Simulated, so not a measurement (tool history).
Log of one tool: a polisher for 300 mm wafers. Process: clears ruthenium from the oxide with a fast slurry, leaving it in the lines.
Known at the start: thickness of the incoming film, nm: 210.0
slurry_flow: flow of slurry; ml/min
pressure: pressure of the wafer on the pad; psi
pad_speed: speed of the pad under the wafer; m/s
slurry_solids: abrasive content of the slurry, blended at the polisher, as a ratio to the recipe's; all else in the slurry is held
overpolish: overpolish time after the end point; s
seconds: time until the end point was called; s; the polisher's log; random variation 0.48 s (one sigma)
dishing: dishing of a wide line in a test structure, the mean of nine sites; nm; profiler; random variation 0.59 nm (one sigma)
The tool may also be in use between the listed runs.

run	hour	slurry_flow	pressure	pad_speed	slurry_solids	overpolish	seconds	dishing
1	0.0	200	3.4	0.92	1.0	13	41.152	51.607
2	3.0	200	3.4	1.02	1.0	13	37.824	54.921
3	7.1	250	3.4	1.02	1.0	13	36.885	57.056
4	15.9	250	4.1	1.02	1.0	13	30.208	66.018
5	24.8	250	3.7	1.02	1.0	12	33.908	55.640
6	30.7	250	3.7	0.82	1.0	12	40.051	48.743
7	32.5	250	3.5	0.82	1.0	12	42.756	44.986
8	35.9	250	3.4	0.82	1.0	12	44.073	45.137

Run 9 comes next. What will it give?
9	41.5	250	3.3	0.82	1.0	12	?	?

{"run 9": {"seconds": 45.51, "dishing": 44.749}}

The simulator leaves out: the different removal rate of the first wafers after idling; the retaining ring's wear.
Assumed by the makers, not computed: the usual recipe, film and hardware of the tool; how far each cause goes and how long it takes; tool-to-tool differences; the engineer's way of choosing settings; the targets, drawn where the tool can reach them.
